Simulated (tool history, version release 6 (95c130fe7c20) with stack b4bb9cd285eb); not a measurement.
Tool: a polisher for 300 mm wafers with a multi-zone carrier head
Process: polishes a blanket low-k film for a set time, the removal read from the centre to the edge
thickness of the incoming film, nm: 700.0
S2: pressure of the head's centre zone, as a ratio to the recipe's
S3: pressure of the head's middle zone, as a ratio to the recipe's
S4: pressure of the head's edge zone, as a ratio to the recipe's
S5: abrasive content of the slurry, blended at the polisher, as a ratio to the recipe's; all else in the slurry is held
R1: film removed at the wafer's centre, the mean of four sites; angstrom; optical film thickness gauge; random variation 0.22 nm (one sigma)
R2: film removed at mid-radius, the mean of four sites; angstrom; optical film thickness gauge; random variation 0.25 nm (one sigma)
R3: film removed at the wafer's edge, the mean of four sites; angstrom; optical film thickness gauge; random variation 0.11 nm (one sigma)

Run 1, hour 0.0: flow of slurry (ml/min) 125, S2 1.00, S3 1.00, S4 1.00, S5 1.00, polishing time (s) 74. Result: R1 290.98 angstrom, R2 291.77 angstrom, R3 305.46 angstrom.
Run 2, hour 1.4: flow of slurry (ml/min) 125, S2 1.00, S3 1.00, S4 1.00, S5 1.20, polishing time (s) 74. Result: R1 310.98 angstrom, R2 331.54 angstrom, R3 323.33 angstrom.
Run 3, hour 3.1: flow of slurry (ml/min) 125, S2 0.93, S3 1.00, S4 1.00, S5 1.20, polishing time (s) 74. Result: R1 292.28 angstrom, R2 320.41 angstrom, R3 323.77 angstrom.
Run 4, hour 5.1: flow of slurry (ml/min) 125, S2 0.93, S3 1.00, S4 1.07, S5 1.20, polishing time (s) 74. Result: R1 291.69 angstrom, R2 318.55 angstrom, R3 334.90 angstrom.
Run 5, hour 9.4: flow of slurry (ml/min) 125, S2 0.93, S3 1.00, S4 1.07, S5 1.30, polishing time (s) 74. Result: R1 306.32 angstrom, R2 335.84 angstrom, R3 342.66 angstrom.
Run 6, hour 17.8: flow of slurry (ml/min) 125, S2 0.93, S3 1.00, S4 1.07, S5 1.30, polishing time (s) 65. Result: R1 271.32 angstrom, R2 296.47 angstrom, R3 303.37 angstrom.
Run 7, hour 24.3: flow of slurry (ml/min) 130, S2 1.00, S3 1.03, S4 1.00, S5 1.10, polishing time (s) 57. Result: R1 235.05 angstrom, R2 251.79 angstrom, R3 245.37 angstrom.
Run 8, hour 31.3: flow of slurry (ml/min) 165, S2 1.10, S3 1.05, S4 0.90, S5 0.85, polishing time (s) 37. Result: R1 162.09 angstrom, R2 158.31 angstrom, R3 140.79 angstrom.

Forecast run 9:
Run 9, hour 35.7: flow of slurry (ml/min) 170, S2 1.12, S3 1.06, S4 0.91, S5 0.85, polishing time (s) 37. Result: R1 ?, R2 ?, R3 ?.

R1: 168.47 angstrom
R2: 152.07 angstrom
R3: 141.85 angstrom
